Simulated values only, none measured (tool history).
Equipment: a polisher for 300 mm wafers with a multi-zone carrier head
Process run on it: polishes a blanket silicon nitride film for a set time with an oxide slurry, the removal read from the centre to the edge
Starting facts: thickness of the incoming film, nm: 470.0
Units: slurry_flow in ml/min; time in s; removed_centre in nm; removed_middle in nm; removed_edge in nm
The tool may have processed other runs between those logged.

{"run": 1, "hour": 0.0, "slurry_flow": 200, "centre_zone": 1.0, "middle_zone": 1.0, "edge_zone": 1.0, "slurry_solids": 1.0, "time": 73, "removed_centre": 50.427, "removed_middle": 52.286, "removed_edge": 52.842}
{"run": 2, "hour": 2.1, "slurry_flow": 165, "centre_zone": 1.0, "middle_zone": 1.0, "edge_zone": 1.0, "slurry_solids": 1.0, "time": 73, "removed_centre": 48.856, "removed_middle": 51.741, "removed_edge": 51.076}
{"run": 3, "hour": 5.5, "slurry_flow": 165, "centre_zone": 1.0, "middle_zone": 1.04, "edge_zone": 1.0, "slurry_solids": 1.0, "time": 73, "removed_centre": 49.22, "removed_middle": 53.451, "removed_edge": 50.24}
{"run": 4, "hour": 10.4, "slurry_flow": 165, "centre_zone": 0.99, "middle_zone": 1.03, "edge_zone": 1.0, "slurry_solids": 1.0, "time": 73, "removed_centre": 47.744, "removed_middle": 51.239, "removed_edge": 50.645}
{"run": 5, "hour": 18.3, "slurry_flow": 165, "centre_zone": 0.99, "middle_zone": 1.03, "edge_zone": 1.0, "slurry_solids": 1.1, "time": 73, "removed_centre": 50.861, "removed_middle": 51.758, "removed_edge": 53.554}
{"run": 6, "hour": 24.2, "slurry_flow": 165, "centre_zone": 0.99, "middle_zone": 1.03, "edge_zone": 1.0, "slurry_solids": 1.1, "time": 87, "removed_centre": 60.93, "removed_middle": 64.678, "removed_edge": 61.893}
{"run": 7, "hour": 28.1, "slurry_flow": 150, "centre_zone": 0.89, "middle_zone": 0.93, "edge_zone": 0.91, "slurry_solids": 0.85, "time": 86, "removed_centre": 49.331, "removed_middle": 53.505, "removed_edge": 52.936}
{"run": 8, "hour": 37.0, "slurry_flow": 150, "centre_zone": 0.88, "middle_zone": 0.92, "edge_zone": 0.91, "slurry_solids": 0.85, "time": 86, "removed_centre": 49.035, "removed_middle": 53.347, "removed_edge": 53.939}
{"run": 9, "hour": 38.8, "slurry_flow": 150, "centre_zone": 0.88, "middle_zone": 0.91, "edge_zone": 0.91, "slurry_solids": 0.85, "time": 86, "removed_centre": 48.666, "removed_middle": 52.994, "removed_edge": 53.109}
{"run": 10, "hour": 45.5, "slurry_flow": 150, "centre_zone": 0.88, "middle_zone": 0.9, "edge_zone": 0.91, "slurry_solids": 0.85, "time": 86, "removed_centre": 48.268, "removed_middle": 54.924, "removed_edge": 53.64}
{"run": 11, "hour": 54.1, "slurry_flow": 145, "centre_zone": 0.87, "middle_zone": 0.92, "edge_zone": 0.92, "slurry_solids": 0.85, "time": 86, "removed_centre": 47.323, "removed_middle": 54.871, "removed_edge": 54.578}
{"run": 12, "hour": 59.6, "slurry_flow": 145, "centre_zone": 0.87, "middle_zone": 0.9, "edge_zone": 0.92, "slurry_solids": 0.85, "time": 86, "removed_centre": 48.482, "removed_middle": 54.137, "removed_edge": 53.994}

Run 13, settings as shown, results not yet in. Your forecast:
{"run": 13, "hour": 60.1, "slurry_flow": 150, "centre_zone": 0.87, "middle_zone": 0.89, "edge_zone": 0.92, "slurry_solids": 0.8, "time": 86, "removed_centre": "?", "removed_middle": "?", "removed_edge": "?"}

removed_centre: 47.311 nm
removed_middle: 52.079 nm
removed_edge: 52.865 nm
